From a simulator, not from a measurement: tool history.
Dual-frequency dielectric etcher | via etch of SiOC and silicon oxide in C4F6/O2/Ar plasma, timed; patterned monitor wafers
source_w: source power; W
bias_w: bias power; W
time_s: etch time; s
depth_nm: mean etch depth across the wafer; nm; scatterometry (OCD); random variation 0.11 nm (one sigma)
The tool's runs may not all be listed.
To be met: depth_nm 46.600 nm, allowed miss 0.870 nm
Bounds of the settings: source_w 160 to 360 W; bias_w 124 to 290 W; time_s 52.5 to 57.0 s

{"run": 1, "day": 0.0, "source_w": 260, "bias_w": 207, "time_s": 57.0, "depth_nm": 53.308}
{"run": 2, "day": 0.279, "source_w": 250, "bias_w": 204, "time_s": 57.0, "depth_nm": 52.622}
{"run": 3, "day": 0.479, "source_w": 240, "bias_w": 200, "time_s": 57.0, "depth_nm": 51.192}
{"run": 4, "day": 0.571, "source_w": 230, "bias_w": 198, "time_s": 57.0, "depth_nm": 50.44}
{"run": 5, "day": 0.938, "source_w": 230, "bias_w": 198, "time_s": 57.0, "depth_nm": 50.263}
{"run": 6, "day": 1.188, "source_w": 230, "bias_w": 217, "time_s": 57.0, "depth_nm": 51.435}
{"run": 7, "day": 1.429, "source_w": 220, "bias_w": 215, "time_s": 57.0, "depth_nm": 50.216}
{"run": 8, "day": 1.596, "source_w": 210, "bias_w": 214, "time_s": 57.0, "depth_nm": 49.571}
{"run": 9, "day": 1.733, "source_w": 200, "bias_w": 213, "time_s": 57.0, "depth_nm": 48.273}
{"run": 10, "day": 1.925, "source_w": 200, "bias_w": 212, "time_s": 57.0, "depth_nm": 48.268}
{"run": 11, "day": 2.175, "source_w": 200, "bias_w": 211, "time_s": 57.0, "depth_nm": 48.22}
{"run": 12, "day": 2.229, "source_w": 200, "bias_w": 210, "time_s": 57.0, "depth_nm": 48.266}

Which of these 5 next moves meets every target?
{"run": "A", "day": 2.283, "source_w": 220, "bias_w": 150, "time_s": 55.0, "depth_nm": "?"}
{"run": "B", "day": 2.283, "source_w": 210, "bias_w": 216, "time_s": 54.0, "depth_nm": "?"}
{"run": "C", "day": 2.283, "source_w": 190, "bias_w": 209, "time_s": 54.0, "depth_nm": "?"}
{"run": "D", "day": 2.283, "source_w": 180, "bias_w": 212, "time_s": 55.0, "depth_nm": "?"}
{"run": "E", "day": 2.283, "source_w": 190, "bias_w": 218, "time_s": 53.5, "depth_nm": "?"}

move=A depth_nm=44.517
move=B depth_nm=46.846
move=C depth_nm=44.638
move=D depth_nm=44.661
move=E depth_nm=44.713
A: takes the result that was furthest off past its target
B: meets every target
C: takes the result that was furthest off past its target
D: takes the result that was furthest off past its target
E: takes the result that was furthest off past its target
The right move is B.
